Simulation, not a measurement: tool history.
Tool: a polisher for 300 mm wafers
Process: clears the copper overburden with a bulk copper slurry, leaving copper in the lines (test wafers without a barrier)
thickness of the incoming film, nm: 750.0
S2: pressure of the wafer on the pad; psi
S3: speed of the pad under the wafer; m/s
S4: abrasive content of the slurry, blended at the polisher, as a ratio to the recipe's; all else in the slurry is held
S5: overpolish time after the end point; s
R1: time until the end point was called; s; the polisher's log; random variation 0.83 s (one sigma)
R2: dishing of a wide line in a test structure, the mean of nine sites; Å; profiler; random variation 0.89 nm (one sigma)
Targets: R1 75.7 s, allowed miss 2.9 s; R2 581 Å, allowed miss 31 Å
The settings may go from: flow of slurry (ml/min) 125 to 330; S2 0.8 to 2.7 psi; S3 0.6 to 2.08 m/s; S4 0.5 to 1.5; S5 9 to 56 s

Run 1, hour 0: flow of slurry (ml/min) 210, S2 1.7 psi, S3 1.34 m/s, S4 1, S5 29 s. Result: R1 101.53 s, R2 892.86 Å.
Run 2, hour 0.8: flow of slurry (ml/min) 220, S2 1.6 psi, S3 1.48 m/s, S4 1.1, S5 25 s. Result: R1 91.887 s, R2 830.86 Å.
Run 3, hour 3.9: flow of slurry (ml/min) 220, S2 1.6 psi, S3 1.48 m/s, S4 1.1, S5 13 s. Result: R1 91.31 s, R2 576.19 Å.
Run 4, hour 6.5: flow of slurry (ml/min) 220, S2 1.2 psi, S3 1.48 m/s, S4 1.1, S5 13 s. Result: R1 110.81 s, R2 487.17 Å.
Run 5, hour 7.9: flow of slurry (ml/min) 225, S2 1.3 psi, S3 1.5 m/s, S4 1.1, S5 12 s. Result: R1 102.33 s, R2 496.77 Å.
Run 6, hour 9.7: flow of slurry (ml/min) 265, S2 1.3 psi, S3 1.5 m/s, S4 1.1, S5 12 s. Result: R1 98.865 s, R2 508.94 Å.
Run 7, hour 14.9: flow of slurry (ml/min) 285, S2 1.8 psi, S3 1.52 m/s, S4 1.1, S5 9 s. Result: R1 80.83 s, R2 479.84 Å.
At hour 22: slurry nozzle cleaned.
Run 8, hour 22: flow of slurry (ml/min) 275, S2 1.9 psi, S3 1.58 m/s, S4 1.1, S5 20 s. Result: R1 74.884 s, R2 862.6 Å.
Run 9, hour 25.8: flow of slurry (ml/min) 275, S2 1.9 psi, S3 1.58 m/s, S4 1.1, S5 18 s. Result: R1 73.837 s, R2 829.42 Å.
Run 10, hour 34.4: flow of slurry (ml/min) 275, S2 1.9 psi, S3 1.58 m/s, S4 1.1, S5 16 s. Result: R1 73.952 s, R2 781.47 Å.

Which of these 4 next moves meets every target?
Run A, hour 43: flow of slurry (ml/min) 265, S2 2.2 psi, S3 1.34 m/s, S4 1.35, S5 9 s. Result: R1 ?, R2 ?.
Run B, hour 43: flow of slurry (ml/min) 275, S2 1.7 psi, S3 1.66 m/s, S4 1.25, S5 14 s. Result: R1 ?, R2 ?.
Run C, hour 43: flow of slurry (ml/min) 240, S2 1.5 psi, S3 1.86 m/s, S4 1, S5 11 s. Result: R1 ?, R2 ?.
Run D, hour 43: flow of slurry (ml/min) 290, S2 1.9 psi, S3 1.6 m/s, S4 1.2, S5 37 s. Result: R1 ?, R2 ?.

move      R1      R2
   A  75.213  519.09
   B  73.342  701.22
   C  75.405  582.71
   D  70.996  1097.1
A: takes the result that was furthest off past its target
B: nearer than the last run, and not there yet
C: meets every target
D: further off than the last run
Answer: C
